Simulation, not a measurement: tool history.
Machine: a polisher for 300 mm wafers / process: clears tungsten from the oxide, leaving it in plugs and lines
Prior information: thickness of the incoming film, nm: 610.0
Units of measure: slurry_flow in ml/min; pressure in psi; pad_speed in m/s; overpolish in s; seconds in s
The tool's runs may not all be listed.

{"run": 1, "hour": 0.0, "slurry_flow": 165, "pressure": 4.2, "pad_speed": 1.18, "slurry_solids": 1, "overpolish": 7, "seconds": 103.08}
{"run": 2, "hour": 3.1, "slurry_flow": 160, "pressure": 4, "pad_speed": 1.18, "slurry_solids": 1, "overpolish": 7, "seconds": 106.48}
{"run": 3, "hour": 7.0, "slurry_flow": 160, "pressure": 4, "pad_speed": 1.18, "slurry_solids": 0.8, "overpolish": 7, "seconds": 111.57}
{"run": 4, "hour": 15.0, "slurry_flow": 160, "pressure": 3.9, "pad_speed": 1.18, "slurry_solids": 0.8, "overpolish": 7, "seconds": 113.98}
{"run": 5, "hour": 23.1, "slurry_flow": 160, "pressure": 3.8, "pad_speed": 1.18, "slurry_solids": 0.8, "overpolish": 7, "seconds": 114.43}
{"run": 6, "hour": 25.4, "slurry_flow": 160, "pressure": 3.7, "pad_speed": 1.18, "slurry_solids": 0.8, "overpolish": 7, "seconds": 116.19}
{"run": 7, "hour": 27.5, "slurry_flow": 160, "pressure": 3.6, "pad_speed": 1.18, "slurry_solids": 0.8, "overpolish": 7, "seconds": 119.44}
{"run": 8, "hour": 34.6, "slurry_flow": 160, "pressure": 3.5, "pad_speed": 1.18, "slurry_solids": 0.8, "overpolish": 7, "seconds": 121.57}
{"run": 9, "hour": 38.2, "slurry_flow": 160, "pressure": 3.4, "pad_speed": 1.18, "slurry_solids": 0.8, "overpolish": 7, "seconds": 123.46}
{"run": 10, "hour": 42.5, "slurry_flow": 160, "pressure": 3.3, "pad_speed": 1.18, "slurry_solids": 0.8, "overpolish": 7, "seconds": 125.12}
{"run": 11, "hour": 48.8, "slurry_flow": 155, "pressure": 3.2, "pad_speed": 1.18, "slurry_solids": 0.8, "overpolish": 7, "seconds": 129.02}
{"run": 12, "hour": 52.1, "slurry_flow": 150, "pressure": 3.1, "pad_speed": 1.18, "slurry_solids": 0.8, "overpolish": 7, "seconds": 133.3}

Run 13 is up next; what results do you expect?
{"run": 13, "hour": 53.8, "slurry_flow": 145, "pressure": 3.1, "pad_speed": 1.18, "slurry_solids": 0.8, "overpolish": 7, "seconds": "?"}

{"run 13": {"seconds": 131.83}}

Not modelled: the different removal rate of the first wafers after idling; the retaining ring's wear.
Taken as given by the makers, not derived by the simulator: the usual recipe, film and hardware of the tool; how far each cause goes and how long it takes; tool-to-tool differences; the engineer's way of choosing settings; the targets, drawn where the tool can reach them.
